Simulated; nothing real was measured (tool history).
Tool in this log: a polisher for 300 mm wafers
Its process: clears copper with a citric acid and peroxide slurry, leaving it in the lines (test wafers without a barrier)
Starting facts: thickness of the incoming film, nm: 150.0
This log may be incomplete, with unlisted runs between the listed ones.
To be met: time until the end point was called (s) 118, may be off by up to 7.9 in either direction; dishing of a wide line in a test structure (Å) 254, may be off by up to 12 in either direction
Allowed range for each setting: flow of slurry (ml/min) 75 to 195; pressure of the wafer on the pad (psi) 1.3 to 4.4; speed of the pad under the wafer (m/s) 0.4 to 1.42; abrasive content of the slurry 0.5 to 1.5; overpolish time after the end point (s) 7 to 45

run    day  flow of slurry (ml/min)  pressure of the wafer on the pad (psi)  speed of the pad under the wafer (m/s)  abrasive content of the slurry  overpolish time after the end point (s)  time until the end point was called (s)  dishing of a wide line in a test structure (Å)
  1      0                      125                                     2.8                                     0.9                               1                                       23                                   76.631                                          361.56
  2  0.317                      120                                     2.6                                     0.9                               1                                       23                                   79.702                                          334.41
  3  0.554                      120                                     2.6                                     0.9                             0.8                                       23                                       82                                          323.75
  4  0.875                      120                                     2.6                                     0.9                               1                                       23                                    79.14                                           334.1
  5  1.162                      140                                     2.6                                     0.9                               1                                       23                                     78.8                                          344.83
  6  1.188                      110                                     2.6                                     0.9                               1                                       23                                   81.089                                          339.95
  7  1.321                      110                                     2.4                                     0.9                               1                                       23                                   90.934                                          316.58
  8  1.558                      110                                     2.3                                     0.9                               1                                       23                                   94.482                                          297.43
  9   1.85                      110                                     2.2                                     0.9                               1                                       23                                   94.443                                          285.77
 10  1.904                      110                                     2.2                                     0.9                               1                                       23                                   98.064                                          289.44
 11  2.154                      110                                     2.1                                     0.9                               1                                       23                                   101.94                                          270.98

4 next moves are on the table. One of them brings every result within its allowed miss. Which?
  A  2.404                      105                                     1.8                                    0.78                            0.95                                       34                                        ?                                               ?
  B  2.404                      100                                     1.9                                    0.86                               1                                       25                                        ?                                               ?
  C  2.404                       85                                     2.2                                    1.16                            0.85                                       17                                        ?                                               ?
  D  2.404                      100                                     1.6                                    1.02                            0.95                                       32                                        ?                                               ?

move  time until the end point was called (s)  dishing of a wide line in a test structure (Å)
   A                                   137.22                                          294.67
   B                                   118.64                                          254.71
   C                                    82.51                                          250.51
   D                                   120.02                                          312.61
A: takes the biggest miss from the last run beyond its target
B: in spec on every target
C: lands further from the targets than the last run did
D: corrects the largest miss of the last run, while another result sits out of spec
B meets every target.
